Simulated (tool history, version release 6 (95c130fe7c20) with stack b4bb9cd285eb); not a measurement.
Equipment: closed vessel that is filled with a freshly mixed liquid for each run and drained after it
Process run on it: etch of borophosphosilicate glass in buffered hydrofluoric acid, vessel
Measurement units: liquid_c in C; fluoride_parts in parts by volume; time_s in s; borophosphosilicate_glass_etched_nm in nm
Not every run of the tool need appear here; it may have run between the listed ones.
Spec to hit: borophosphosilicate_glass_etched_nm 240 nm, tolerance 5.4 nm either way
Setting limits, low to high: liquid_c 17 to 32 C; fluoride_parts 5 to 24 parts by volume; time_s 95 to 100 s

| run | hour | liquid_c | fluoride_parts | time_s | borophosphosilicate_glass_etched_nm |
|---|---|---|---|---|---|
| 1 | 0 | 24 | 14.5 | 95 | 91.366 |
| 2 | 1.5 | 26 | 12.5 | 95 | 117.21 |
| 3 | 2.2 | 26 | 12.5 | 95 | 119.19 |
| 4 | 5.9 | 27.5 | 11 | 95 | 145.18 |
| 5 | 14.9 | 27.5 | 11 | 100 | 154.73 |
| 6 | 16.9 | 30 | 11 | 100 | 173.72 |
| 7 | 20.7 | 30.5 | 10 | 100 | 198.21 |
| 8 | 27.6 | 31 | 9.5 | 100 | 209.07 |
| 9 | 35.2 | 31.5 | 9 | 100 | 222.04 |

Below are 4 possible settings for the next run. Only one of them brings all results inside the allowed miss of their targets. Which is it?
| A | 42.8 | 32 | 8.5 | 100 | ? |
| B | 42.8 | 29 | 9 | 100 | ? |
| C | 42.8 | 30.5 | 7.5 | 100 | ? |
| D | 42.8 | 31.5 | 10 | 95 | ? |

| move | borophosphosilicate_glass_etched_nm |
|---|---|
| A | 242.31 |
| B | 194.92 |
| C | 257.13 |
| D | 197.15 |
A: all results in spec
B: misses by more than the last run did
C: the result that was furthest off in the last run now lies on the other side of its target
D: misses by more than the last run did
A is the move that brings every result within its allowed miss.
